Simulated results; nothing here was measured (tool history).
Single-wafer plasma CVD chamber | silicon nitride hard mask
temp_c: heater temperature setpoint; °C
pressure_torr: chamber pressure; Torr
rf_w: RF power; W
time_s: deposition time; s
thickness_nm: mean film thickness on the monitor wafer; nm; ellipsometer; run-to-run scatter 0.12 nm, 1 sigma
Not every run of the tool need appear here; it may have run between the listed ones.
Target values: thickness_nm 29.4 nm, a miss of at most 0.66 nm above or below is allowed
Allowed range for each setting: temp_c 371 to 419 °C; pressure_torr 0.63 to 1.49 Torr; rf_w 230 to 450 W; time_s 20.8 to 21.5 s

run  hour  temp_c  pressure_torr  rf_w  time_s  thickness_nm
  1     0     395           1.06   340    20.8        24.854
  2   4.1     395           1.13   345    20.8        25.929
  3  12.3     395           1.13   325    20.8        25.184
  4  18.5     399           1.13   325    20.8        25.073
  5  19.7     399           1.19   330    20.8         25.73
  6  20.6     399           1.04   330    20.8        24.405
  7  28.3     399           1.12   335    20.8        25.301
  8  33.3     399           1.18   340    20.8        25.858
  9  40.2     399           1.24   345    20.8        26.572
 10  44.6     399           1.24   345    20.8        26.472
 11  52.9     399           1.28   350    20.8        27.253
 12  54.1     399           1.28   350    20.8        26.928

Exercise: of the 4 proposed moves below, exactly one satisfies all targets within the stated allowed misses. Which move is it?
  A  55.3     398           1.28   355    21.3             ?
  B  55.3     393            1.3   405    21.1             ?
  C  55.3     399           1.27   375    20.8             ?
  D  55.3     391           1.33   345      21             ?

move  thickness_nm
   A        27.797
   B        29.269
   C        27.644
   D        27.581
A: gains on the last run, yet a result remains outside its allowed miss
B: every result within its allowed miss
C: gains on the last run, yet a result remains outside its allowed miss
D: gains on the last run, yet a result remains outside its allowed miss
B is the move that brings every result within its allowed miss.
